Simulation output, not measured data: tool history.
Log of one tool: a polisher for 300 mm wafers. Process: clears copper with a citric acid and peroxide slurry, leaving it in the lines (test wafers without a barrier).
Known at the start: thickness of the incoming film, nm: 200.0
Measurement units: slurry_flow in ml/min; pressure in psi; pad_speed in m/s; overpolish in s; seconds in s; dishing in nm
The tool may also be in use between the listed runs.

Run 1, hour 0.0: slurry_flow 255 ml/min, pressure 3.4 psi, pad_speed 0.92 m/s, slurry_solids 1.0, overpolish 13 s. Result: seconds 75.373 s, dishing 24.117 nm.
Run 2, hour 5.7: slurry_flow 255 ml/min, pressure 3.4 psi, pad_speed 0.92 m/s, slurry_solids 1.0, overpolish 8 s. Result: seconds 73.934 s, dishing 14.741 nm.
Run 3, hour 13.5: slurry_flow 255 ml/min, pressure 3.4 psi, pad_speed 0.92 m/s, slurry_solids 1.0, overpolish 13 s. Result: seconds 75.072 s, dishing 24.453 nm.
Run 4, hour 20.0: slurry_flow 255 ml/min, pressure 4.0 psi, pad_speed 0.92 m/s, slurry_solids 1.0, overpolish 13 s. Result: seconds 64.897 s, dishing 26.818 nm.
Run 5, hour 25.7: slurry_flow 255 ml/min, pressure 4.6 psi, pad_speed 0.92 m/s, slurry_solids 1.0, overpolish 13 s. Result: seconds 58.673 s, dishing 30.552 nm.
Run 6, hour 30.6: slurry_flow 255 ml/min, pressure 4.6 psi, pad_speed 0.92 m/s, slurry_solids 1.0, overpolish 16 s. Result: seconds 57.251 s, dishing 37.831 nm.
Run 7, hour 39.5: slurry_flow 260 ml/min, pressure 4.8 psi, pad_speed 0.92 m/s, slurry_solids 1.0, overpolish 16 s. Result: seconds 55.278 s, dishing 38.904 nm.
Run 8, hour 45.6: slurry_flow 260 ml/min, pressure 4.8 psi, pad_speed 0.92 m/s, slurry_solids 1.0, overpolish 16 s. Result: seconds 55.870 s, dishing 36.710 nm.
Run 9, hour 52.6: slurry_flow 260 ml/min, pressure 4.9 psi, pad_speed 0.92 m/s, slurry_solids 1.0, overpolish 16 s. Result: seconds 54.341 s, dishing 38.672 nm.
Run 10, hour 54.3: slurry_flow 260 ml/min, pressure 5.0 psi, pad_speed 0.92 m/s, slurry_solids 1.0, overpolish 16 s. Result: seconds 54.703 s, dishing 38.903 nm.
Run 11, hour 58.9: slurry_flow 260 ml/min, pressure 5.1 psi, pad_speed 0.92 m/s, slurry_solids 1.0, overpolish 16 s. Result: seconds 52.770 s, dishing 40.461 nm.

What does the tool deliver on the next run?
Run 12, hour 65.0: slurry_flow 260 ml/min, pressure 5.2 psi, pad_speed 0.92 m/s, slurry_solids 1.0, overpolish 16 s. Result: seconds ?, dishing ?.

seconds: 52.223 s
dishing: 41.270 nm

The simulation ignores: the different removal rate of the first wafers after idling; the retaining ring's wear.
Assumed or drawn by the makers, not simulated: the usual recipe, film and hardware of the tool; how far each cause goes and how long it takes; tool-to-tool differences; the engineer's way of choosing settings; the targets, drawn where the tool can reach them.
